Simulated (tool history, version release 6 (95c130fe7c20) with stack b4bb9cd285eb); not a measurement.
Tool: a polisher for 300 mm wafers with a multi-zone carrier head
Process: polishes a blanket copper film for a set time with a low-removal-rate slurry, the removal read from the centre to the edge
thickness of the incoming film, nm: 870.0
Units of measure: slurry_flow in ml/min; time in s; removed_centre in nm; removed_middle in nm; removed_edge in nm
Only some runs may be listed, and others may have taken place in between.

run,hour,slurry_flow,centre_zone,middle_zone,edge_zone,slurry_solids,time,removed_centre,removed_middle,removed_edge
1,0,195,1,1,1,1,65,234.8,244.31,249.56
2,4.7,185,1.01,0.96,0.96,0.9,64,226.29,227.26,231.97
3,9,185,0.97,0.96,0.96,0.9,64,215.8,228.03,235.89
4,15.2,210,0.97,0.96,0.96,0.9,64,221.09,231.36,236.88
5,22.2,210,0.97,1.05,0.96,0.9,64,216.43,255.68,243.21
6,29.3,200,0.99,0.99,0.94,0.85,64,224.24,232.09,233.71

Run 7 comes next. What will it give?
7,34.5,150,0.97,0.89,0.84,0.65,63,?,?,?

{"run 7": {"removed_centre": 192.59, "removed_middle": 193.08, "removed_edge": 198.71}}
